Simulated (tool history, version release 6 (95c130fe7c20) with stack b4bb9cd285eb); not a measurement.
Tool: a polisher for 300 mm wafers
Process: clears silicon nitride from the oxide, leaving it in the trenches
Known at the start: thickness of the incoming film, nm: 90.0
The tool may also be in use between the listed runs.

run    day  flow of slurry (ml/min)  pressure of the wafer on the pad (kPa)  speed of the pad under the wafer (cm/s)  overpolish time after the end point (s)  time until the end point was called (s)
  1  0.000                      250                                    11.7                                      104                                        4                                   135.19
  2  0.138                      250                                    11.7                                      104                                        4                                   134.30
  3  0.233                      250                                    12.4                                      104                                        4                                   129.95
  4  0.471                      250                                    13.1                                      106                                        4                                   120.38
  5  0.558                      275                                    13.1                                      106                                        4                                   117.04
  6  0.638                      275                                    13.1                                      118                                        4                                   109.00

The next listed run, before its measurement:
  7  0.892                      275                                    13.8                                      118                                        4                                        ?

Run 7 gave time until the end point was called (s) 103.61.

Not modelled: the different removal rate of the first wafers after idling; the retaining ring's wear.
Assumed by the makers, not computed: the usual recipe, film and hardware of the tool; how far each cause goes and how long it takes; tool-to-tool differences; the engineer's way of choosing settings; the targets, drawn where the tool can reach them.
